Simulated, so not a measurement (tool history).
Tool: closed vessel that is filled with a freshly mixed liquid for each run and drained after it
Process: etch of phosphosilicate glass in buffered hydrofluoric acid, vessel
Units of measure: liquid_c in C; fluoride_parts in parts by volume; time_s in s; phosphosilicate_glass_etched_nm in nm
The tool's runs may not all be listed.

| run | hour | liquid_c | fluoride_parts | time_s | phosphosilicate_glass_etched_nm |
|---|---|---|---|---|---|
| 1 | 0 | 21 | 8.5 | 85 | 634.09 |
| 2 | 6.3 | 21.5 | 8.5 | 85 | 650.55 |
| 3 | 7.3 | 21.5 | 10 | 85 | 577.98 |
| 4 | 12.8 | 21.5 | 10 | 95 | 638.72 |
| 5 | 19.9 | 21.5 | 8 | 95 | 771.35 |
| 6 | 22.2 | 21.5 | 7 | 95 | 898.73 |

Run 7 is up next; what results do you expect?
| 7 | 29.4 | 21 | 7 | 95 | ? |

Run 7 came out at phosphosilicate_glass_etched_nm 869.08 nm.
